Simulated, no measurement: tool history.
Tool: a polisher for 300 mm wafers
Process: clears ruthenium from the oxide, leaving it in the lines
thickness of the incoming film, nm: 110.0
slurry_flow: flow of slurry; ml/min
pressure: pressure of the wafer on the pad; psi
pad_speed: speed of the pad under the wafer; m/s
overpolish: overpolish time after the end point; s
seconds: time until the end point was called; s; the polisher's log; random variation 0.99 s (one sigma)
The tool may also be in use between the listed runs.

{"run": 1, "hour": 0.0, "slurry_flow": 160, "pressure": 1.8, "pad_speed": 1.24, "overpolish": 17, "seconds": 81.149}
{"run": 2, "hour": 6.0, "slurry_flow": 180, "pressure": 1.8, "pad_speed": 1.24, "overpolish": 17, "seconds": 79.331}
{"run": 3, "hour": 13.3, "slurry_flow": 175, "pressure": 1.7, "pad_speed": 1.24, "overpolish": 17, "seconds": 83.238}
{"run": 4, "hour": 16.7, "slurry_flow": 175, "pressure": 1.7, "pad_speed": 1.4, "overpolish": 17, "seconds": 77.007}
{"run": 5, "hour": 20.6, "slurry_flow": 170, "pressure": 1.6, "pad_speed": 1.4, "overpolish": 17, "seconds": 83.035}
{"run": 6, "hour": 21.9, "slurry_flow": 170, "pressure": 1.4, "pad_speed": 1.4, "overpolish": 17, "seconds": 94.094}
{"run": 7, "hour": 27.8, "slurry_flow": 165, "pressure": 1.4, "pad_speed": 1.4, "overpolish": 17, "seconds": 95.278}
{"run": 8, "hour": 30.4, "slurry_flow": 160, "pressure": 1.4, "pad_speed": 1.4, "overpolish": 17, "seconds": 96.77}
{"run": 9, "hour": 31.9, "slurry_flow": 150, "pressure": 1.4, "pad_speed": 1.4, "overpolish": 17, "seconds": 96.508}
{"hour": 32.7, "done": "slurry nozzle cleaned"}
{"run": 10, "hour": 32.7, "slurry_flow": 145, "pressure": 1.4, "pad_speed": 1.4, "overpolish": 17, "seconds": 91.264}
{"run": 11, "hour": 39.3, "slurry_flow": 145, "pressure": 1.4, "pad_speed": 1.4, "overpolish": 17, "seconds": 90.057}
{"run": 12, "hour": 41.7, "slurry_flow": 150, "pressure": 1.4, "pad_speed": 1.4, "overpolish": 17, "seconds": 92.007}
{"run": 13, "hour": 43.9, "slurry_flow": 155, "pressure": 1.4, "pad_speed": 1.4, "overpolish": 17, "seconds": 88.479}

Forecast run 14:
{"run": 14, "hour": 49.9, "slurry_flow": 160, "pressure": 1.3, "pad_speed": 1.4, "overpolish": 17, "seconds": "?"}

Run 14 gave seconds 96.119 s.

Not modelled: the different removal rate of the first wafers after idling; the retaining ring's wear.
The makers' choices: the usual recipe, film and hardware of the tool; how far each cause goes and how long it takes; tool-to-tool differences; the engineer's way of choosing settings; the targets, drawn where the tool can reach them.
